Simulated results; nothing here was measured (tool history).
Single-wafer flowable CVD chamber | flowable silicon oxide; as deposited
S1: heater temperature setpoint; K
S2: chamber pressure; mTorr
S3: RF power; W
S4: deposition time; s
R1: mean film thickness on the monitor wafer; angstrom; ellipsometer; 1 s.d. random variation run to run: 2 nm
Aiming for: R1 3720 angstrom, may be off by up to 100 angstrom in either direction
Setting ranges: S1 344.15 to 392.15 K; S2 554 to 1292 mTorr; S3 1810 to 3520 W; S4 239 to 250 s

run,hour,S1,S2,S3,S4,R1
1,0,368.15,923,2665,250,2087.3
2,8.1,368.15,923,2510,250,2078.1
3,14.1,364.15,924,2510,250,2352.3
4,19.1,355.15,924,2510,250,2979.1
5,23.2,355.15,924,2510,250,2966.4
6,25.2,355.15,924,2770,250,3006.8
7,28.1,353.15,925,2770,250,3172.4
8,31.5,352.15,926,2770,250,3244.2
9,34.6,351.15,927,2770,250,3333
10,42.7,350.15,927,2770,250,3420.9
11,46.5,349.15,927,2770,250,3489.4
12,53.5,348.15,927,2770,250,3572.2

Consider the 5 candidate settings below. Which is the only one whose results all fall within their allowed miss of target?
A,60.5,350.15,1008,2745,239,?
B,60.5,351.15,985,3130,239,?
C,60.5,351.15,988,2720,244,?
D,60.5,349.15,915,2980,250,?
E,60.5,344.15,862,3060,250,?

move,R1
A,3528.2
B,3412.2
C,3451.2
D,3465.1
E,3664.3
A: further off than the last run
B: further off than the last run
C: further off than the last run
D: further off than the last run
E: every result lands within tolerance
Go with E: it meets all targets.
